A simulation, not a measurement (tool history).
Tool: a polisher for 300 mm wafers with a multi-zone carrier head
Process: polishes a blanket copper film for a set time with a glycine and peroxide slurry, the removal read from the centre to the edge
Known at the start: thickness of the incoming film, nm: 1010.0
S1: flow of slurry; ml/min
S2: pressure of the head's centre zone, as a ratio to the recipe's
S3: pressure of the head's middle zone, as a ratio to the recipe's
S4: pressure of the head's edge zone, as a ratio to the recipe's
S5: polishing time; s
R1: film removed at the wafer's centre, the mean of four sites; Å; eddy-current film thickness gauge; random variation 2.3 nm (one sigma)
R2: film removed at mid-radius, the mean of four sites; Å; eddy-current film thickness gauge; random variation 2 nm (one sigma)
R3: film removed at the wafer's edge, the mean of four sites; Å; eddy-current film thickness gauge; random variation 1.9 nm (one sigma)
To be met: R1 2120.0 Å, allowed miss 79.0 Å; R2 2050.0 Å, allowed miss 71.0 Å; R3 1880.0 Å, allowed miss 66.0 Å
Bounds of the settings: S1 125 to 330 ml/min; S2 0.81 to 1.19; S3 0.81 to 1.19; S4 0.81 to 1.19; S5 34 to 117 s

run  hour   S1    S2    S3    S4  S5      R1      R2      R3
  1   0.0  210  1.00  1.00  1.00  75  3047.4  3128.3  3044.7
  2   2.8  210  1.01  1.00  0.97  69  2851.0  2926.5  2818.1
  3   6.6  210  1.03  1.00  0.95  63  2623.4  2644.7  2547.8
  4  12.7  210  1.04  1.00  0.93  60  2557.8  2559.7  2341.3
  5  16.7  205  1.03  0.98  0.91  58  2393.3  2442.7  2281.8
  6  23.3  205  1.03  0.98  0.91  69  2913.7  2883.8  2709.0
  7  25.3  205  1.04  0.97  0.90  65  2705.4  2616.9  2559.1
  8  34.0  205  1.04  0.97  0.90  65  2766.2  2687.2  2516.8
  9  41.5  205  1.04  0.96  0.89  62  2626.5  2503.5  2371.1
 10  46.9  210  1.03  0.96  0.88  60  2458.7  2431.5  2300.9
 11  47.7  210  1.04  0.96  0.87  58  2418.9  2350.2  2255.0
 12  48.9  205  1.04  0.96  0.86  56  2314.1  2301.0  2131.9
 13  53.7  155  1.05  0.90  0.81  51  2080.7  1911.9  1863.4
 14  58.1  160  1.05  0.91  0.81  51  2087.8  1940.1  1856.9
 15  67.1  165  1.05  0.92  0.81  51  2097.0  1972.9  1836.8

5 next moves are on the table. One of them brings every result within its allowed miss. Which?
  A  76.1  215  1.02  0.94  0.81  51   ?   ?   ?
  B  76.1  190  1.00  0.91  0.84  53   ?   ?   ?
  C  76.1  150  1.05  0.99  0.81  57   ?   ?   ?
  D  76.1  185  1.03  1.06  0.81  51   ?   ?   ?
  E  76.1  190  1.10  0.92  0.91  53   ?   ?   ?

move      R1      R2      R3
   A  2116.8  2050.7  1920.0
   B  2126.4  2045.7  2005.7
   C  2301.6  2279.0  2071.2
   D  2093.0  2219.4  1891.0
   E  2309.2  2062.5  2079.4
A: meets every target
B: brings the result that was furthest off to its target, and leaves another outside
C: takes the result that was furthest off past its target
D: takes the result that was furthest off past its target
E: brings the result that was furthest off to its target, and leaves another outside
Answer: A
